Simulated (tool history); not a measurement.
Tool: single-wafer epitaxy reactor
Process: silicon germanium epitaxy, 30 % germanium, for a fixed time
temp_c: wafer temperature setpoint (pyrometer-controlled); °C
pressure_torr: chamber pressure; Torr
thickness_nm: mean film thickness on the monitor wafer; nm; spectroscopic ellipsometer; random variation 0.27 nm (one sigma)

Run 1, day 0.000: temp_c 600 °C, pressure_torr 20.3 Torr. Result: thickness_nm 57.340 nm.
Run 2, day 0.108: temp_c 594 °C, pressure_torr 20.3 Torr. Result: thickness_nm 51.147 nm.
Run 3, day 0.354: temp_c 589 °C, pressure_torr 20.3 Torr. Result: thickness_nm 46.344 nm.
Run 4, day 0.612: temp_c 589 °C, pressure_torr 18.0 Torr. Result: thickness_nm 43.340 nm.
Run 5, day 0.646: temp_c 583 °C, pressure_torr 18.0 Torr. Result: thickness_nm 38.589 nm.
Run 6, day 0.979: temp_c 591 °C, pressure_torr 18.0 Torr. Result: thickness_nm 45.204 nm.
Run 7, day 1.058: temp_c 595 °C, pressure_torr 18.0 Torr. Result: thickness_nm 48.867 nm.
Run 8, day 1.288: temp_c 598 °C, pressure_torr 18.0 Torr. Result: thickness_nm 51.710 nm.
Run 9, day 1.571: temp_c 601 °C, pressure_torr 18.0 Torr. Result: thickness_nm 54.918 nm.
Run 10, day 1.708: temp_c 603 °C, pressure_torr 18.0 Torr. Result: thickness_nm 56.892 nm.

The next listed run, before its measurement:
Run 11, day 1.846: temp_c 605 °C, pressure_torr 18.0 Torr. Result: thickness_nm ?.

{"run 11": {"thickness_nm": 58.919}}
